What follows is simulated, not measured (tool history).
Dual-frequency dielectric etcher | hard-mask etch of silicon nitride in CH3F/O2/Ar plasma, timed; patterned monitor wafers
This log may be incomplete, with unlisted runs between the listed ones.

run	day	source power (kW)	bias power (kW)	etch time (s)	mean etch depth across the wafer (angstrom)
1	0.000	0.310	0.073	160.5	1091.10
2	0.346	0.310	0.084	160.5	1171.90
3	0.396	0.290	0.082	160.0	1119.50
4	0.725	0.290	0.082	148.0	1025.90
5	0.858	0.280	0.082	148.0	1014.20
6	1.042	0.280	0.082	148.0	1020.40
7	1.246	0.270	0.082	148.0	996.30

Forecast run 8:
8	1.329	0.260	0.082	148.0	?

Logged for run 8: mean etch depth across the wafer (angstrom) 987.89.
